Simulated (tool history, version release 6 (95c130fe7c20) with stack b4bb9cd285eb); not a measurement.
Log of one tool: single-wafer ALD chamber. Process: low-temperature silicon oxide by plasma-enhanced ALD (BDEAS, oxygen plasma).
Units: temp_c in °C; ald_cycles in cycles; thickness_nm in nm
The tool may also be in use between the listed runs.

Run 1, day 0.000: temp_c 95 °C, ald_cycles 44 cycles. Result: thickness_nm 6.5620 nm.
Run 2, day 0.233: temp_c 99 °C, ald_cycles 44 cycles. Result: thickness_nm 6.4640 nm.
Run 3, day 0.383: temp_c 95 °C, ald_cycles 45 cycles. Result: thickness_nm 6.7150 nm.
Run 4, day 0.483: temp_c 92 °C, ald_cycles 46 cycles. Result: thickness_nm 6.9248 nm.
Run 5, day 0.562: temp_c 92 °C, ald_cycles 52 cycles. Result: thickness_nm 7.7589 nm.
Run 6, day 0.792: temp_c 98 °C, ald_cycles 52 cycles. Result: thickness_nm 7.6559 nm.
Run 7, day 0.975: temp_c 95 °C, ald_cycles 52 cycles. Result: thickness_nm 7.7087 nm.

The next listed run, before its measurement:
Run 8, day 1.129: temp_c 92 °C, ald_cycles 52 cycles. Result: thickness_nm ?.

thickness_nm: 7.8027 nm
